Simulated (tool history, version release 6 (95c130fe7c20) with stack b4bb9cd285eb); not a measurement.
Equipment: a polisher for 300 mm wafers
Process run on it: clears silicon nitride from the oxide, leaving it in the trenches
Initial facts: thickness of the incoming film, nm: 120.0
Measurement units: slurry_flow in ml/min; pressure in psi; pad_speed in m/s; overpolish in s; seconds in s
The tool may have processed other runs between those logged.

run 1 hour=0 | slurry_flow=210 pressure=3.2 pad_speed=1.14 overpolish=7 | seconds=115.71
run 2 hour=3.2 | slurry_flow=210 pressure=2.4 pad_speed=1.14 overpolish=7 | seconds=155.16
run 3 hour=4.8 | slurry_flow=210 pressure=2.4 pad_speed=0.98 overpolish=7 | seconds=177.94
run 4 hour=9.4 | slurry_flow=210 pressure=2.8 pad_speed=0.98 overpolish=7 | seconds=153.05
run 5 hour=10 | slurry_flow=210 pressure=2.2 pad_speed=0.98 overpolish=7 | seconds=193.88
run 6 hour=17.3 | slurry_flow=250 pressure=2.2 pad_speed=0.98 overpolish=7 | seconds=189.98
run 7 hour=23.7 | slurry_flow=250 pressure=2.1 pad_speed=0.98 overpolish=7 | seconds=198.43
run 8 hour=27.8 | slurry_flow=250 pressure=2 pad_speed=0.98 overpolish=7 | seconds=209.72

What will run 9 give?
run 9 hour=31.1 | slurry_flow=250 pressure=2 pad_speed=0.98 overpolish=7 | seconds=?

seconds: 207.81 s
